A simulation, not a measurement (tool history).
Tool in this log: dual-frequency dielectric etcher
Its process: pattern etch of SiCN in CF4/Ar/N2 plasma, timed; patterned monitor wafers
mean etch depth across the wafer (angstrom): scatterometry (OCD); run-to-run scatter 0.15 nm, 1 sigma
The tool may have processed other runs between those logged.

| run | hour | source power (kW) | bias power (kW) | Ar flow (sccm) | CF4 flow (sccm) | etch time (s) | mean etch depth across the wafer (angstrom) |
|---|---|---|---|---|---|---|---|
| 1 | 0.0 | 0.470 | 0.075 | 127 | 51 | 55.0 | 453.18 |
| 2 | 8.4 | 0.560 | 0.075 | 127 | 51 | 55.0 | 541.77 |
| 3 | 9.7 | 0.510 | 0.070 | 131 | 50 | 54.5 | 472.39 |
| 4 | 12.0 | 0.510 | 0.070 | 131 | 50 | 50.0 | 438.29 |
| 5 | 18.9 | 0.510 | 0.070 | 152 | 50 | 50.0 | 426.40 |
| 6 | 23.3 | 0.510 | 0.070 | 152 | 50 | 55.0 | 472.72 |

Expected results for the next run?
| 7 | 26.4 | 0.470 | 0.066 | 153 | 49 | 54.5 | ? |

{"run 7": {"mean etch depth across the wafer (angstrom)": 423.17}}
